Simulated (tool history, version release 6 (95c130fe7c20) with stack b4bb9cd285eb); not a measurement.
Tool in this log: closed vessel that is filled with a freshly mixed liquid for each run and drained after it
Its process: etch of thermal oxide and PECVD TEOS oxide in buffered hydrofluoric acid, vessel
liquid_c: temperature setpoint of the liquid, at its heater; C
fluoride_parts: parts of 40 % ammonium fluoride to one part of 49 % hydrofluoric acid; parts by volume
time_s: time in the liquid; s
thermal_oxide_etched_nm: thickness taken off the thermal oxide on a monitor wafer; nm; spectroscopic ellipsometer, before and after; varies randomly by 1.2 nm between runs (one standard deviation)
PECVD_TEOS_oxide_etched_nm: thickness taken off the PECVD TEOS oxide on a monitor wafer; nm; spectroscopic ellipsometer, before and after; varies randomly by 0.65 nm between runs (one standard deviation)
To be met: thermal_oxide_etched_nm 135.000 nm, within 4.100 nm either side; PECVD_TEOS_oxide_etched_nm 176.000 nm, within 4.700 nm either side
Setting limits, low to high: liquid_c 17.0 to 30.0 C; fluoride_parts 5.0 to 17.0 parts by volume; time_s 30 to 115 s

run,hour,liquid_c,fluoride_parts,time_s,thermal_oxide_etched_nm,PECVD_TEOS_oxide_etched_nm
1,0.0,22.0,10.5,60,59.427,77.844
2,6.2,24.0,9.5,60,72.512,94.283
3,10.6,24.0,9.5,85,103.480,133.640
4,14.7,25.5,9.5,85,113.610,145.170
5,23.0,25.5,11.0,85,99.323,127.670
6,31.1,25.5,9.5,85,111.940,145.000
7,39.4,26.5,9.5,85,116.250,152.260
8,41.2,27.0,9.5,85,121.940,157.290
9,48.4,27.5,9.5,85,123.230,160.940

Exercise: of the 5 proposed moves below, exactly one satisfies all targets within the stated allowed misses. Which move is it?
A,55.6,30.0,5.0,45,?,?
B,55.6,30.0,9.5,75,?,?
C,55.6,29.5,9.0,75,?,?
D,55.6,30.0,7.5,60,?,?
E,55.6,28.0,11.5,100,?,?

move,thermal_oxide_etched_nm,PECVD_TEOS_oxide_etched_nm
A,137.700,176.260
B,126.860,162.390
C,127.840,163.640
D,127.890,163.700
E,128.640,164.660
A: every result lands within tolerance
B: moves toward the targets from the last run without getting all of them in spec
C: moves toward the targets from the last run without getting all of them in spec
D: moves toward the targets from the last run without getting all of them in spec
E: moves toward the targets from the last run without getting all of them in spec
The right move is A.

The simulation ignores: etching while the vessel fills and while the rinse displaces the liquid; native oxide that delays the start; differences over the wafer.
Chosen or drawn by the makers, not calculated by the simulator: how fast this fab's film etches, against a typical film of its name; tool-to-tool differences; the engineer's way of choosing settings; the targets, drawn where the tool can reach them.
